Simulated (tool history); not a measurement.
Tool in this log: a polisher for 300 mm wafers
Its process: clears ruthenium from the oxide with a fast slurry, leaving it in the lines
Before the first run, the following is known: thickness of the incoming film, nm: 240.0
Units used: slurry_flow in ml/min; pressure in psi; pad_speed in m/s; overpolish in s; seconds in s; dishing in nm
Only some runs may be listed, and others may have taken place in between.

{"run": 1, "hour": 0.0, "slurry_flow": 205, "pressure": 2.3, "pad_speed": 0.76, "slurry_solids": 1, "overpolish": 21, "seconds": 75.829, "dishing": 44.653}
{"run": 2, "hour": 3.7, "slurry_flow": 180, "pressure": 2.3, "pad_speed": 0.76, "slurry_solids": 1, "overpolish": 21, "seconds": 80.319, "dishing": 42.897}
{"run": 3, "hour": 6.0, "slurry_flow": 180, "pressure": 2.6, "pad_speed": 0.76, "slurry_solids": 1, "overpolish": 21, "seconds": 68.414, "dishing": 45.622}
{"run": 4, "hour": 6.7, "slurry_flow": 180, "pressure": 2.6, "pad_speed": 0.76, "slurry_solids": 1.2, "overpolish": 21, "seconds": 65.456, "dishing": 51.92}
{"hour": 15.7, "done": "head pressure recalibrated"}
{"run": 5, "hour": 15.7, "slurry_flow": 180, "pressure": 2.6, "pad_speed": 0.76, "slurry_solids": 1.4, "overpolish": 21, "seconds": 56.145, "dishing": 59.448}
{"run": 6, "hour": 19.2, "slurry_flow": 175, "pressure": 2.5, "pad_speed": 0.76, "slurry_solids": 1.4, "overpolish": 23, "seconds": 58.114, "dishing": 63.51}
{"run": 7, "hour": 22.9, "slurry_flow": 170, "pressure": 2.4, "pad_speed": 0.76, "slurry_solids": 1.4, "overpolish": 24, "seconds": 61.293, "dishing": 59.427}

Forecast run 8:
{"run": 8, "hour": 26.4, "slurry_flow": 165, "pressure": 2.4, "pad_speed": 0.76, "slurry_solids": 1.4, "overpolish": 26, "seconds": "?", "dishing": "?"}

Run 8 produced seconds 60.082 s, dishing 63.691 nm.
